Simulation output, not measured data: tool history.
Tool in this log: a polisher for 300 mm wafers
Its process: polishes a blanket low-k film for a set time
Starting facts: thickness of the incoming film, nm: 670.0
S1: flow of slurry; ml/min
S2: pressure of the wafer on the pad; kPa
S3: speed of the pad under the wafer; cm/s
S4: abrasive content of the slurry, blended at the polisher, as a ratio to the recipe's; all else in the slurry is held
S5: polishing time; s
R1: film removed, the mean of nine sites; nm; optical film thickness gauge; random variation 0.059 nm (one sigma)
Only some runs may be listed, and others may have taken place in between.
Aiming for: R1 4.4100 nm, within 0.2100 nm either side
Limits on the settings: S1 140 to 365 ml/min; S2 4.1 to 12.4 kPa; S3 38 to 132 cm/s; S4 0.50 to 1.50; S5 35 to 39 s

| run | hour | S1 | S2 | S3 | S4 | S5 | R1 |
|---|---|---|---|---|---|---|---|
| 1 | 0.0 | 235 | 8.3 | 84 | 1.00 | 39 | 7.2542 |
| 2 | 1.7 | 235 | 6.9 | 84 | 1.00 | 39 | 6.1461 |
| 3 | 8.0 | 235 | 6.9 | 94 | 1.00 | 39 | 6.5392 |
| 4 | 10.3 | 235 | 6.9 | 80 | 1.00 | 39 | 5.9389 |
| 5 | 13.6 | 235 | 6.2 | 80 | 1.00 | 39 | 5.2742 |
| 6 | 21.5 | 235 | 6.2 | 80 | 1.00 | 39 | 5.1710 |
| 7 | 28.9 | 235 | 5.5 | 80 | 1.00 | 39 | 4.7145 |
| 8 | 29.8 | 235 | 4.8 | 80 | 1.00 | 39 | 4.1853 |

4 next moves are on the table. One of them brings every result within its allowed miss. Which?
| A | 30.7 | 220 | 6.9 | 62 | 0.85 | 38 | ? |
| B | 30.7 | 220 | 4.8 | 82 | 0.90 | 39 | ? |
| C | 30.7 | 230 | 6.2 | 72 | 0.80 | 35 | ? |
| D | 30.7 | 175 | 4.8 | 74 | 1.20 | 36 | ? |

| move | R1 |
|---|---|
| A | 4.4608 |
| B | 3.9460 |
| C | 3.8957 |
| D | 3.9061 |
A: meets every target
B: misses by more than the last run did
C: misses by more than the last run did
D: misses by more than the last run did
Answer: A

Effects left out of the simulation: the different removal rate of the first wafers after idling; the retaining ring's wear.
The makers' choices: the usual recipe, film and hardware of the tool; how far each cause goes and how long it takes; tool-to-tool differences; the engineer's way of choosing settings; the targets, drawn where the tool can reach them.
